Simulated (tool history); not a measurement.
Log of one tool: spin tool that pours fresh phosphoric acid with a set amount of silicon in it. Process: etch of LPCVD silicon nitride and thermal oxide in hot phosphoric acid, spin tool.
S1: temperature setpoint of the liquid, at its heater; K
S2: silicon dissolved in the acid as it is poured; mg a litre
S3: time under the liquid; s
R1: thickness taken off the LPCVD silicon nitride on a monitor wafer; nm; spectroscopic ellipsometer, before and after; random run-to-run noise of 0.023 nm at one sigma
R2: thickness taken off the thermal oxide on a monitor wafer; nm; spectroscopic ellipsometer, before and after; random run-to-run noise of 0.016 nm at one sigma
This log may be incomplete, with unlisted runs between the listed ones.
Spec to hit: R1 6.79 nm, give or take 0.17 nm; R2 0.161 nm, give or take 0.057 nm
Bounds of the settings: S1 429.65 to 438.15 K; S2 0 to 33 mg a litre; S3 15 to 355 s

{"run": 1, "day": 0.0, "S1": 433.15, "S2": 14.5, "S3": 180, "R1": 14.601, "R2": 0.47843}
{"run": 2, "day": 0.096, "S1": 433.15, "S2": 14.5, "S3": 150, "R1": 12.228, "R2": 0.26162}
{"run": 3, "day": 0.454, "S1": 433.15, "S2": 21.5, "S3": 150, "R1": 12.143, "R2": 0.27406}
{"run": 4, "day": 0.675, "S1": 432.65, "S2": 15.5, "S3": 125, "R1": 9.9964, "R2": 0.24255}
{"run": 5, "day": 1.008, "S1": 432.65, "S2": 12.5, "S3": 125, "R1": 10.005, "R2": 0.24204}
{"run": 6, "day": 1.3, "S1": 432.65, "S2": 5, "S3": 125, "R1": 9.9634, "R2": 0.38176}
{"run": 7, "day": 1.554, "S1": 432.15, "S2": 6.5, "S3": 115, "R1": 9.0378, "R2": 0.26505}
{"run": 8, "day": 1.696, "S1": 431.65, "S2": 6, "S3": 110, "R1": 8.5006, "R2": 0.26882}
{"run": 9, "day": 1.858, "S1": 431.15, "S2": 7, "S3": 105, "R1": 7.9342, "R2": 0.23282}
{"run": 10, "day": 2.138, "S1": 430.65, "S2": 8, "S3": 100, "R1": 7.4591, "R2": 0.22064}
{"run": 11, "day": 2.296, "S1": 430.65, "S2": 9.5, "S3": 100, "R1": 7.4381, "R2": 0.21562}
{"run": 12, "day": 2.346, "S1": 430.65, "S2": 11, "S3": 100, "R1": 7.4562, "R2": 0.20137}
{"run": 13, "day": 2.442, "S1": 429.65, "S2": 14.5, "S3": 85, "R1": 6.1519, "R2": 0.13932}
{"run": 14, "day": 2.6, "S1": 430.15, "S2": 14, "S3": 85, "R1": 6.2033, "R2": 0.15038}
{"run": 15, "day": 2.65, "S1": 430.65, "S2": 14, "S3": 85, "R1": 6.3166, "R2": 0.15552}
{"run": 16, "day": 2.704, "S1": 432.65, "S2": 18, "S3": 90, "R1": 7.1975, "R2": 0.17853}

Below are 4 possible settings for the next run. Only one of them brings all results inside the allowed miss of their targets. Which is it?
{"run": "A", "day": 2.758, "S1": 436.15, "S2": 0, "S3": 75, "R1": "?", "R2": "?"}
{"run": "B", "day": 2.758, "S1": 434.65, "S2": 20.5, "S3": 80, "R1": "?", "R2": "?"}
{"run": "C", "day": 2.758, "S1": 432.65, "S2": 19, "S3": 90, "R1": "?", "R2": "?"}
{"run": "D", "day": 2.758, "S1": 430.65, "S2": 30.5, "S3": 85, "R1": "?", "R2": "?"}

move=A R1=6.7266 R2=0.28048
move=B R1=6.826 R2=0.16812
move=C R1=7.1815 R2=0.17023
move=D R1=6.339 R2=0.094246
A: the furthest-off result lands on target, but another misses its tolerance
B: each result inside its tolerance
C: neither nearer nor further off than the last run
D: takes the biggest miss from the last run beyond its target
Correct choice: B, which meets every target
